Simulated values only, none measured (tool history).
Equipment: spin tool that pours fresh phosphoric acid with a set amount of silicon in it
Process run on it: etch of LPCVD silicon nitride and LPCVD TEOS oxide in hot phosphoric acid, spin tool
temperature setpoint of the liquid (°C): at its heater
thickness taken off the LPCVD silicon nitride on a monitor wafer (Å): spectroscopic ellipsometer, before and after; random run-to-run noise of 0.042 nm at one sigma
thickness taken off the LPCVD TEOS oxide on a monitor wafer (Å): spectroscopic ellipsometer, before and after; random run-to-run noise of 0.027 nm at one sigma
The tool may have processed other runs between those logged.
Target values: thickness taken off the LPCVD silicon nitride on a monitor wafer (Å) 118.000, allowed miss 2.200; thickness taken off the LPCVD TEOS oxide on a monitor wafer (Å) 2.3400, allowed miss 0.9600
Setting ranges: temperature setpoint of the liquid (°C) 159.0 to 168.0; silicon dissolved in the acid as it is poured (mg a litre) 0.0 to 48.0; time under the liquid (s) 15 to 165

run,hour,temperature setpoint of the liquid (°C),silicon dissolved in the acid as it is poured (mg a litre),time under the liquid (s),thickness taken off the LPCVD silicon nitride on a monitor wafer (Å),thickness taken off the LPCVD TEOS oxide on a monitor wafer (Å)
1,0.0,164.0,21.0,85,82.126,2.1825
2,2.5,164.0,12.5,85,82.037,2.6164
3,7.6,164.0,18.0,85,82.550,1.7336
4,15.3,165.0,19.5,90,89.728,1.7525
5,19.6,165.0,19.5,60,60.019,1.7126
6,24.8,165.0,11.5,60,60.036,2.0006
7,29.4,165.5,12.0,75,76.264,2.6670
8,31.9,166.0,15.5,85,88.013,2.8152

Which single option among these 5 for the next run brings every result within its allowed miss of target? Just one does.
A,34.4,166.5,7.5,55,?,?
B,34.4,167.0,25.5,110,?,?
C,34.4,163.5,35.0,135,?,?
D,34.4,165.0,20.0,115,?,?
E,34.4,166.0,13.5,130,?,?

move,thickness taken off the LPCVD silicon nitride on a monitor wafer (Å),thickness taken off the LPCVD TEOS oxide on a monitor wafer (Å)
A,57.569,1.8515
B,117.030,2.3839
C,128.060,1.5399
D,114.610,2.5599
E,133.870,3.6884
A: moves away from the targets compared with the last run
B: every result lands within tolerance
C: the result that was furthest off in the last run now lies on the other side of its target
D: better than the last run, though not everything is in spec
E: the result that was furthest off in the last run now lies on the other side of its target
B meets every target.

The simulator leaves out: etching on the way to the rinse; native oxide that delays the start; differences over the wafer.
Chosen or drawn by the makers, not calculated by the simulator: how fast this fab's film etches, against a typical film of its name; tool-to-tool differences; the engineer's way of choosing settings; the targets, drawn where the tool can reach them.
